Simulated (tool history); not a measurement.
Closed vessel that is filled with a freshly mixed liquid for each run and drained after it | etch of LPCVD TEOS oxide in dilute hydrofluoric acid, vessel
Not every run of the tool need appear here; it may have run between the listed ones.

| run | hour | temperature setpoint of the liquid (K) | parts of water to one part of 49 % hydrofluoric acid (parts by volume) | time in the liquid (s) | thickness taken off the LPCVD TEOS oxide on a monitor wafer (angstrom) |
|---|---|---|---|---|---|
| 1 | 0.0 | 293.15 | 115 | 85 | 155.030 |
| 2 | 1.5 | 294.65 | 115 | 85 | 164.250 |
| 3 | 5.6 | 293.65 | 130 | 85 | 138.130 |
| 4 | 7.1 | 293.65 | 130 | 85 | 138.130 |
| 5 | 12.6 | 292.65 | 145 | 85 | 115.230 |
| 6 | 15.1 | 292.65 | 145 | 65 | 89.368 |
| 7 | 17.3 | 292.15 | 145 | 65 | 88.287 |
| 8 | 24.3 | 291.65 | 145 | 65 | 84.734 |
| 9 | 27.5 | 291.15 | 145 | 65 | 83.762 |

For run 10, what comes out?
| 10 | 32.3 | 290.65 | 145 | 65 | ? |

Run 10 measured thickness taken off the LPCVD TEOS oxide on a monitor wafer (angstrom) 82.037.

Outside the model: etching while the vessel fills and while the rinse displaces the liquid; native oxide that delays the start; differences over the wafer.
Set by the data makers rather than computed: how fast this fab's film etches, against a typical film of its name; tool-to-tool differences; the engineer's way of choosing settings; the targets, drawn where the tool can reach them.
